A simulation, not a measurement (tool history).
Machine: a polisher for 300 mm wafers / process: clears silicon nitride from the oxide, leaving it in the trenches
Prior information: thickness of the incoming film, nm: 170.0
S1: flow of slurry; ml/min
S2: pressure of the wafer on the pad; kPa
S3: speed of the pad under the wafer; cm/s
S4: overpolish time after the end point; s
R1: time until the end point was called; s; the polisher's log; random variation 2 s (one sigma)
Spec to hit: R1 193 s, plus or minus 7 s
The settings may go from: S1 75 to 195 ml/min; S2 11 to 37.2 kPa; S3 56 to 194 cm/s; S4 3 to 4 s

run	hour	S1	S2	S3	S4	R1
1	0	125	24.1	124	4	137.94
2	6.1	155	24.1	124	4	130.98
3	13	155	24.1	144	4	113.18
4	15.3	150	22.8	144	4	121.34
5	17.1	130	22.8	144	4	125.6
6	20.4	110	22.8	144	4	130.7
7	25.6	110	21.4	144	4	139.76
8	32	110	20.7	144	4	144.05
9	37.2	110	20	144	4	149.87
10	43.8	110	19.3	144	4	153.7
11	48.9	110	18.6	144	4	162.34
12	53.4	95	14.5	144	4	215.41

Which single option among these 5 for the next run brings every result within its allowed miss of target? Just one does.
A	57.9	120	15.2	154	4	?
B	57.9	80	15.9	144	4	?
C	57.9	100	13.8	164	4	?
D	57.9	105	17.2	118	3	?
E	57.9	90	13.8	154	3	?

move	R1
A	176.21
B	211.65
C	193.35
D	211.4
E	214.58
A: pushes the last run's worst result past its target
B: nearer than the last run, and not there yet
C: every result lands within tolerance
D: nearer than the last run, and not there yet
E: about the same distance from the targets as the last run
The right move is C.
